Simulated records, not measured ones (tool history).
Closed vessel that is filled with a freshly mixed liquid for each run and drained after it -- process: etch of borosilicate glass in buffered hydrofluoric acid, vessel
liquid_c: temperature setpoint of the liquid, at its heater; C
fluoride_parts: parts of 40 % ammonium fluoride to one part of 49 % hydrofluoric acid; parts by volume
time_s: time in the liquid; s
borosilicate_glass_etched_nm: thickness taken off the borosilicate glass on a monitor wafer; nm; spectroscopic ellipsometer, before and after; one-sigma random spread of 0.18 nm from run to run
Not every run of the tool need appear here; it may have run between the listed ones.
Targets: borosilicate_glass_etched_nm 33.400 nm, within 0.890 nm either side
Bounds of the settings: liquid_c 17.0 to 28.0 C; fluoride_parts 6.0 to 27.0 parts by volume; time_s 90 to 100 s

Run 1, hour 0.0: liquid_c 20.0 C, fluoride_parts 16.5 parts by volume, time_s 90 s. Result: borosilicate_glass_etched_nm 51.141 nm.
Run 2, hour 0.6: liquid_c 19.5 C, fluoride_parts 17.5 parts by volume, time_s 90 s. Result: borosilicate_glass_etched_nm 46.723 nm.
Run 3, hour 1.9: liquid_c 19.5 C, fluoride_parts 17.5 parts by volume, time_s 100 s. Result: borosilicate_glass_etched_nm 51.829 nm.
Run 4, hour 2.5: liquid_c 21.5 C, fluoride_parts 17.5 parts by volume, time_s 100 s. Result: borosilicate_glass_etched_nm 58.009 nm.
Run 5, hour 6.2: liquid_c 21.5 C, fluoride_parts 17.5 parts by volume, time_s 100 s. Result: borosilicate_glass_etched_nm 58.278 nm.
Run 6, hour 9.7: liquid_c 20.5 C, fluoride_parts 18.5 parts by volume, time_s 100 s. Result: borosilicate_glass_etched_nm 51.730 nm.
Run 7, hour 16.5: liquid_c 20.0 C, fluoride_parts 19.5 parts by volume, time_s 100 s. Result: borosilicate_glass_etched_nm 47.990 nm.
Run 8, hour 22.4: liquid_c 19.5 C, fluoride_parts 20.0 parts by volume, time_s 100 s. Result: borosilicate_glass_etched_nm 45.894 nm.
Run 9, hour 24.1: liquid_c 19.0 C, fluoride_parts 20.5 parts by volume, time_s 100 s. Result: borosilicate_glass_etched_nm 43.424 nm.
Run 10, hour 32.2: liquid_c 18.5 C, fluoride_parts 21.0 parts by volume, time_s 100 s. Result: borosilicate_glass_etched_nm 41.355 nm.
Run 11, hour 34.7: liquid_c 18.0 C, fluoride_parts 21.5 parts by volume, time_s 100 s. Result: borosilicate_glass_etched_nm 40.087 nm.
Run 12, hour 40.1: liquid_c 18.0 C, fluoride_parts 22.0 parts by volume, time_s 100 s. Result: borosilicate_glass_etched_nm 39.400 nm.
Run 13, hour 46.3: liquid_c 18.0 C, fluoride_parts 22.5 parts by volume, time_s 100 s. Result: borosilicate_glass_etched_nm 38.368 nm.
Run 14, hour 47.2: liquid_c 18.0 C, fluoride_parts 23.0 parts by volume, time_s 100 s. Result: borosilicate_glass_etched_nm 37.959 nm.
Run 15, hour 52.8: liquid_c 18.0 C, fluoride_parts 23.5 parts by volume, time_s 100 s. Result: borosilicate_glass_etched_nm 37.394 nm.
Run 16, hour 57.1: liquid_c 18.0 C, fluoride_parts 24.0 parts by volume, time_s 100 s. Result: borosilicate_glass_etched_nm 37.189 nm.
Run 17, hour 62.7: liquid_c 18.0 C, fluoride_parts 24.5 parts by volume, time_s 100 s. Result: borosilicate_glass_etched_nm 36.640 nm.

5 candidate next runs follow, results not yet known. Just one meets every target within its allowed miss. Identify it.
Run A, hour 68.3: liquid_c 17.5 C, fluoride_parts 23.5 parts by volume, time_s 100 s. Result: borosilicate_glass_etched_nm ?.
Run B, hour 68.3: liquid_c 17.0 C, fluoride_parts 22.0 parts by volume, time_s 90 s. Result: borosilicate_glass_etched_nm ?.
Run C, hour 68.3: liquid_c 19.0 C, fluoride_parts 23.0 parts by volume, time_s 100 s. Result: borosilicate_glass_etched_nm ?.
Run D, hour 68.3: liquid_c 19.5 C, fluoride_parts 24.0 parts by volume, time_s 95 s. Result: borosilicate_glass_etched_nm ?.
Run E, hour 68.3: liquid_c 20.0 C, fluoride_parts 23.0 parts by volume, time_s 90 s. Result: borosilicate_glass_etched_nm ?.

move  borosilicate_glass_etched_nm
   A                        36.283
   B                        33.246
   C                        40.043
   D                        37.968
   E                        38.089
A: better than the last run, though not everything is in spec
B: in spec on every target
C: lands further from the targets than the last run did
D: lands further from the targets than the last run did
E: lands further from the targets than the last run did
Go with B: it meets all targets.
